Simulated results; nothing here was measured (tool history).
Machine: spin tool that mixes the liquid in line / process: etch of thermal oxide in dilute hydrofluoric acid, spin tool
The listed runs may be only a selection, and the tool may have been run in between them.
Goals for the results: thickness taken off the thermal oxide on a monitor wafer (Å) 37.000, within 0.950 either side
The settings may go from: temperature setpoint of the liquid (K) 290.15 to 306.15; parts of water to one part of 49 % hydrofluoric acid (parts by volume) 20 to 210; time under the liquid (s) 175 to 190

run	day	temperature setpoint of the liquid (K)	parts of water to one part of 49 % hydrofluoric acid (parts by volume)	time under the liquid (s)	thickness taken off the thermal oxide on a monitor wafer (Å)
1	0.000	298.15	115	175	73.141
2	0.042	298.15	160	175	50.184
3	0.367	296.65	160	175	47.264
4	0.529	300.15	160	175	53.988
5	0.617	300.15	160	175	53.262
6	0.683	298.15	160	175	50.260
7	0.954	296.65	160	175	47.380
8	1.183	295.15	160	175	44.506
9	1.246	294.15	160	175	42.786

Of the 5 settings listed for the next run, only one would bring every result within its allowed miss of target. Which one?
A	1.308	294.15	195	190	?
B	1.308	297.65	200	190	?
C	1.308	291.65	175	175	?
D	1.308	295.65	160	185	?
E	1.308	295.15	160	180	?

move	thickness taken off the thermal oxide on a monitor wafer (Å)
A	36.556
B	40.433
C	34.709
D	47.673
E	45.496
A: all results in spec
B: nearer the targets than the last run, but a result is still out of spec
C: pushes the last run's worst result past its target
D: its largest miss is bigger than the last run's
E: its largest miss is bigger than the last run's
Answer: A
